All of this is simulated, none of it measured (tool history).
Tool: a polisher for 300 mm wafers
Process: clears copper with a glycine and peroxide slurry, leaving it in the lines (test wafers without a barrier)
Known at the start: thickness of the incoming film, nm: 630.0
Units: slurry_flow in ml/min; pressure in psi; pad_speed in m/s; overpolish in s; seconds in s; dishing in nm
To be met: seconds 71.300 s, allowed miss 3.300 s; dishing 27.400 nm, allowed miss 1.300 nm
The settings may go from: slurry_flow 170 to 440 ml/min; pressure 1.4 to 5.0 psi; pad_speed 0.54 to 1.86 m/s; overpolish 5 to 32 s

Run 1, hour 0.0: slurry_flow 280 ml/min, pressure 3.2 psi, pad_speed 1.18 m/s, overpolish 16 s. Result: seconds 89.886 s, dishing 49.891 nm.
Run 2, hour 7.5: slurry_flow 275 ml/min, pressure 3.0 psi, pad_speed 1.26 m/s, overpolish 15 s. Result: seconds 89.506 s, dishing 50.173 nm.
Run 3, hour 16.2: slurry_flow 295 ml/min, pressure 3.3 psi, pad_speed 1.18 m/s, overpolish 14 s. Result: seconds 87.237 s, dishing 47.702 nm.
Run 4, hour 23.9: slurry_flow 255 ml/min, pressure 3.3 psi, pad_speed 1.18 m/s, overpolish 14 s. Result: seconds 92.714 s, dishing 45.422 nm.
Run 5, hour 28.9: slurry_flow 245 ml/min, pressure 3.5 psi, pad_speed 1.18 m/s, overpolish 13 s. Result: seconds 89.929 s, dishing 45.689 nm.
Run 6, hour 36.5: slurry_flow 270 ml/min, pressure 3.7 psi, pad_speed 1.10 m/s, overpolish 12 s. Result: seconds 89.587 s, dishing 42.359 nm.
Run 7, hour 38.1: slurry_flow 290 ml/min, pressure 3.9 psi, pad_speed 1.06 m/s, overpolish 11 s. Result: seconds 89.633 s, dishing 40.761 nm.
Run 8, hour 40.1: slurry_flow 310 ml/min, pressure 4.0 psi, pad_speed 1.04 m/s, overpolish 10 s. Result: seconds 89.287 s, dishing 38.922 nm.
Run 9, hour 42.5: slurry_flow 325 ml/min, pressure 4.1 psi, pad_speed 1.02 m/s, overpolish 9 s. Result: seconds 89.079 s, dishing 36.355 nm.
Run 10, hour 51.3: slurry_flow 340 ml/min, pressure 4.2 psi, pad_speed 1.02 m/s, overpolish 8 s. Result: seconds 86.874 s, dishing 33.896 nm.
Run 11, hour 57.9: slurry_flow 355 ml/min, pressure 4.3 psi, pad_speed 1.02 m/s, overpolish 8 s. Result: seconds 87.577 s, dishing 34.062 nm.
Run 12, hour 62.8: slurry_flow 365 ml/min, pressure 4.4 psi, pad_speed 1.04 m/s, overpolish 8 s. Result: seconds 85.541 s, dishing 33.569 nm.
Run 13, hour 66.4: slurry_flow 375 ml/min, pressure 4.5 psi, pad_speed 1.06 m/s, overpolish 8 s. Result: seconds 81.679 s, dishing 35.428 nm.
Run 14, hour 73.4: slurry_flow 385 ml/min, pressure 4.6 psi, pad_speed 1.06 m/s, overpolish 8 s. Result: seconds 79.893 s, dishing 36.451 nm.
Run 15, hour 79.0: slurry_flow 390 ml/min, pressure 4.7 psi, pad_speed 1.06 m/s, overpolish 8 s. Result: seconds 78.121 s, dishing 36.313 nm.
Run 16, hour 83.1: slurry_flow 440 ml/min, pressure 4.8 psi, pad_speed 1.04 m/s, overpolish 5 s. Result: seconds 79.773 s, dishing 25.822 nm.

Which of these 5 next moves meets every target?
Run A, hour 87.2: slurry_flow 420 ml/min, pressure 4.6 psi, pad_speed 0.88 m/s, overpolish 7 s. Result: seconds ?, dishing ?.
Run B, hour 87.2: slurry_flow 440 ml/min, pressure 5.0 psi, pad_speed 0.92 m/s, overpolish 5 s. Result: seconds ?, dishing ?.
Run C, hour 87.2: slurry_flow 440 ml/min, pressure 4.7 psi, pad_speed 0.94 m/s, overpolish 5 s. Result: seconds ?, dishing ?.
Run D, hour 87.2: slurry_flow 425 ml/min, pressure 4.5 psi, pad_speed 0.92 m/s, overpolish 7 s. Result: seconds ?, dishing ?.
Run E, hour 87.2: slurry_flow 365 ml/min, pressure 4.4 psi, pad_speed 1.26 m/s, overpolish 5 s. Result: seconds ?, dishing ?.

move  seconds  dishing
   A   95.188   28.721
   B   86.887   23.582
   C   88.526   23.213
   D   92.738   29.270
   E   72.081   27.207
A: further off than the last run
B: further off than the last run
C: further off than the last run
D: further off than the last run
E: meets every target
The right move is E.

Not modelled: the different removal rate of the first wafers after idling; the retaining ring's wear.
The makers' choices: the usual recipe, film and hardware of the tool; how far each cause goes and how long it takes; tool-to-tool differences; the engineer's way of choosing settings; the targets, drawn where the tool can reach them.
